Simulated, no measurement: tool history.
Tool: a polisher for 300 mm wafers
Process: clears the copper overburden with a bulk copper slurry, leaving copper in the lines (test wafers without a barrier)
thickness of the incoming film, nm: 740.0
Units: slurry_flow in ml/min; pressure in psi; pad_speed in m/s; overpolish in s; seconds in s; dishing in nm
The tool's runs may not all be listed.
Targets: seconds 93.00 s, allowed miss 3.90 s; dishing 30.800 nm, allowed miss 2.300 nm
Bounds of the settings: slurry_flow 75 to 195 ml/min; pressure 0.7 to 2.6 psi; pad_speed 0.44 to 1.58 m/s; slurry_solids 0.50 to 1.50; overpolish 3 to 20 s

run	day	slurry_flow	pressure	pad_speed	slurry_solids	overpolish	seconds	dishing
1	0.000	125	1.6	1.00	1.00	10	142.13	32.865
2	0.162	135	1.6	1.00	1.00	10	137.40	33.216
3	0.254	135	1.2	1.00	1.00	10	171.30	28.178
4	0.542	135	1.2	1.00	1.00	12	168.59	33.125
5	0.650	155	1.2	1.00	1.00	12	161.01	32.933
6	0.804	155	1.0	1.00	1.00	12	183.93	29.381
7	1.083	160	1.2	1.00	1.00	11	161.97	29.729
8	1.204	175	1.7	1.02	1.00	6	127.46	23.759
9	1.246	175	1.8	1.02	1.00	6	119.59	25.094
10	1.588	175	1.9	1.02	1.00	6	115.72	26.198
11	1.817	175	2.0	1.02	1.00	6	112.39	27.727
12	2.154	175	2.0	1.02	1.00	6	113.57	27.343
13	2.254	175	2.1	1.02	1.00	6	108.33	27.323
14	2.312	175	2.3	1.02	1.00	6	100.16	29.286
15	2.442	175	2.4	1.02	1.00	6	100.51	30.771

Which of these 5 next moves meets every target?
A	2.571	170	2.5	0.92	0.80	7	?	?
B	2.571	195	2.0	1.22	1.10	6	?	?
C	2.571	160	2.5	0.84	1.00	7	?	?
D	2.571	175	2.2	0.94	1.10	7	?	?
E	2.571	155	2.0	1.00	1.25	8	?	?

move	seconds	dishing
A	108.69	32.075
B	94.74	31.313
C	113.11	30.983
D	110.62	31.421
E	112.50	34.557
A: further off than the last run
B: meets every target
C: further off than the last run
D: further off than the last run
E: further off than the last run
Answer: B
